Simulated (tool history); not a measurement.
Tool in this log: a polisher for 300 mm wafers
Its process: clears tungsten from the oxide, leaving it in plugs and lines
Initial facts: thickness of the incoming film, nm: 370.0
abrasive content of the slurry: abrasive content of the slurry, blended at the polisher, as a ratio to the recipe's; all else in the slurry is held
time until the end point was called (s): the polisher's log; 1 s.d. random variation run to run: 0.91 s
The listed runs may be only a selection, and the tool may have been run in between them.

run,hour,flow of slurry (ml/min),pressure of the wafer on the pad (kPa),speed of the pad under the wafer (cm/s),abrasive content of the slurry,overpolish time after the end point (s),time until the end point was called (s)
1,0,120,20,142,1,43,76.842
2,4.8,120,20,116,1,43,88.11
3,12.8,120,20,150,1,43,72.915
4,16.9,120,20.7,150,1,43,70.719
5,23.5,120,16.5,150,1,43,81.881
6,31.1,110,16.5,150,1,43,87.056

Run 7 has not been measured yet. What should we expect?
7,38.2,120,17.2,150,1,43,?

time until the end point was called (s): 81.987
